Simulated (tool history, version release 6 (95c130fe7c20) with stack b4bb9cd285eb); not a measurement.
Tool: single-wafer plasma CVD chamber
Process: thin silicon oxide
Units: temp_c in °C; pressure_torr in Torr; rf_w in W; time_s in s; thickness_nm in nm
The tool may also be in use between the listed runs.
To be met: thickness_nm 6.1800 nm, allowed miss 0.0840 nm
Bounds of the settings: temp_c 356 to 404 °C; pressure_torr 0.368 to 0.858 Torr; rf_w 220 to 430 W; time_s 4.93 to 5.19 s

{"run": 1, "hour": 0.0, "temp_c": 380, "pressure_torr": 0.613, "rf_w": 325, "time_s": 5.19, "thickness_nm": 7.2307}
{"run": 2, "hour": 3.9, "temp_c": 380, "pressure_torr": 0.587, "rf_w": 325, "time_s": 5.19, "thickness_nm": 6.9286}
{"run": 3, "hour": 10.4, "temp_c": 380, "pressure_torr": 0.587, "rf_w": 325, "time_s": 5.19, "thickness_nm": 6.8491}
{"run": 4, "hour": 15.8, "temp_c": 380, "pressure_torr": 0.587, "rf_w": 325, "time_s": 5.19, "thickness_nm": 6.9078}
{"run": 5, "hour": 18.9, "temp_c": 380, "pressure_torr": 0.568, "rf_w": 325, "time_s": 5.19, "thickness_nm": 6.6828}
{"run": 6, "hour": 20.4, "temp_c": 380, "pressure_torr": 0.619, "rf_w": 325, "time_s": 5.19, "thickness_nm": 7.248}
{"run": 7, "hour": 21.8, "temp_c": 380, "pressure_torr": 0.59, "rf_w": 325, "time_s": 5.19, "thickness_nm": 6.9274}
{"run": 8, "hour": 30.5, "temp_c": 380, "pressure_torr": 0.57, "rf_w": 325, "time_s": 5.19, "thickness_nm": 6.6699}
{"run": 9, "hour": 35.8, "temp_c": 380, "pressure_torr": 0.557, "rf_w": 325, "time_s": 5.19, "thickness_nm": 6.4902}
{"run": 10, "hour": 40.2, "temp_c": 380, "pressure_torr": 0.549, "rf_w": 325, "time_s": 5.19, "thickness_nm": 6.4816}
{"run": 11, "hour": 42.3, "temp_c": 380, "pressure_torr": 0.54, "rf_w": 325, "time_s": 5.19, "thickness_nm": 6.3527}

4 next moves are on the table. One of them brings every result within its allowed miss. Which?
{"run": "A", "hour": 44.4, "temp_c": 380, "pressure_torr": 0.522, "rf_w": 325, "time_s": 5.19, "thickness_nm": "?"}
{"run": "B", "hour": 44.4, "temp_c": 379, "pressure_torr": 0.571, "rf_w": 330, "time_s": 5.06, "thickness_nm": "?"}
{"run": "C", "hour": 44.4, "temp_c": 379, "pressure_torr": 0.549, "rf_w": 325, "time_s": 5.19, "thickness_nm": "?"}
{"run": "D", "hour": 44.4, "temp_c": 382, "pressure_torr": 0.555, "rf_w": 295, "time_s": 5.19, "thickness_nm": "?"}

move=A thickness_nm=6.1738
move=B thickness_nm=6.6028
move=C thickness_nm=6.4891
move=D thickness_nm=6.3819
A: meets every target
B: further off than the last run
C: further off than the last run
D: further off than the last run
Answer: A

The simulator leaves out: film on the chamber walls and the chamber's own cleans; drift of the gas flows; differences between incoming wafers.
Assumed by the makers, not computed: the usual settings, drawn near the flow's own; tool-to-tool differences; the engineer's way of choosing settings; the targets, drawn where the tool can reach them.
